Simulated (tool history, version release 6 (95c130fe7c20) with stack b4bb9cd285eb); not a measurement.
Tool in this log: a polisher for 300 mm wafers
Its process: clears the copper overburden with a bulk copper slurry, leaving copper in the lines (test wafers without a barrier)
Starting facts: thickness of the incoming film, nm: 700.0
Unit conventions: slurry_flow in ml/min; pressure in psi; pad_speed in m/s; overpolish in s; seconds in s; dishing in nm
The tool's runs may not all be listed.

run,hour,slurry_flow,pressure,pad_speed,slurry_solids,overpolish,seconds,dishing
1,0,260,2.2,1.32,1,24,88.057,89.228
2,6,260,2.7,1.32,1,24,68.3,98.332
3,14.4,245,2.7,1.24,0.95,22,75.45,93.816
4,22.9,265,2.5,1.24,1,20,80.951,86.38
5,28.8,240,2.5,1.24,1,20,79.802,83.84
6,33.2,240,2.5,0.92,1,20,105.21,69.9
7,33.8,240,2.5,0.92,1,20,106.97,69.586
8,41.5,230,2.5,0.88,1.05,18,109.95,62.893
9,49.3,220,2.5,0.84,1.1,17,119.55,58.434
10,56.8,210,2.6,0.82,1.15,16,112.47,57.982
11,57.6,205,2.6,0.8,1.2,15,117.08,54.01

Forecast run 12:
12,59.6,200,2.6,0.78,1.25,14,?,?

{"run 12": {"seconds": 121.62, "dishing": 50.573}}

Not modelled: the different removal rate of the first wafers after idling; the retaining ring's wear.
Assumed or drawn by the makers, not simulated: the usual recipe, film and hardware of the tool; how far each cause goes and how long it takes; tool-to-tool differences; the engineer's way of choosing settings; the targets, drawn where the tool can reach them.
